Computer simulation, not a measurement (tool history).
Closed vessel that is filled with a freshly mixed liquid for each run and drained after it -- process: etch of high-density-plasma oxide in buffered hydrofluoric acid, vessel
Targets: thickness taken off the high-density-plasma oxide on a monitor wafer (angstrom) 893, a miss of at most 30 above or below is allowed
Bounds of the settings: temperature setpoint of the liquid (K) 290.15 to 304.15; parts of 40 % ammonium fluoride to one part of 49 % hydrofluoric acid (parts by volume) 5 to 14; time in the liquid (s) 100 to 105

| run | hour | temperature setpoint of the liquid (K) | parts of 40 % ammonium fluoride to one part of 49 % hydrofluoric acid (parts by volume) | time in the liquid (s) | thickness taken off the high-density-plasma oxide on a monitor wafer (angstrom) |
|---|---|---|---|---|---|
| 1 | 0 | 296.15 | 8.5 | 100 | 1500.2 |
| 2 | 1 | 296.15 | 8.5 | 105 | 1549.5 |
| 3 | 3.7 | 296.15 | 8.5 | 105 | 1553.1 |
| 4 | 11.8 | 294.15 | 9 | 105 | 1323.2 |
| 5 | 19.2 | 293.15 | 9.5 | 105 | 1199.2 |
| 6 | 22.2 | 292.15 | 10 | 105 | 1108.5 |
| 7 | 29.1 | 291.65 | 10.5 | 105 | 1015 |
| 8 | 37.9 | 291.15 | 10.5 | 105 | 990.41 |
| 9 | 44.4 | 290.65 | 10.5 | 105 | 978.43 |

5 candidate next runs follow, results not yet known. Just one meets every target within its allowed miss. Identify it.
| A | 50.9 | 291.15 | 11 | 100 | ? |
| B | 50.9 | 292.15 | 9 | 100 | ? |
| C | 50.9 | 290.65 | 10 | 105 | ? |
| D | 50.9 | 290.15 | 9.5 | 100 | ? |
| E | 50.9 | 294.15 | 11 | 100 | ? |

| move | thickness taken off the high-density-plasma oxide on a monitor wafer (angstrom) |
|---|---|
| A | 918.18 |
| B | 1139.3 |
| C | 1028.3 |
| D | 983.12 |
| E | 1086.8 |
A: every result within its allowed miss
B: the biggest miss grows against the last run
C: the biggest miss grows against the last run
D: the biggest miss grows against the last run
E: the biggest miss grows against the last run
So the answer is move A, the one that meets all the targets.

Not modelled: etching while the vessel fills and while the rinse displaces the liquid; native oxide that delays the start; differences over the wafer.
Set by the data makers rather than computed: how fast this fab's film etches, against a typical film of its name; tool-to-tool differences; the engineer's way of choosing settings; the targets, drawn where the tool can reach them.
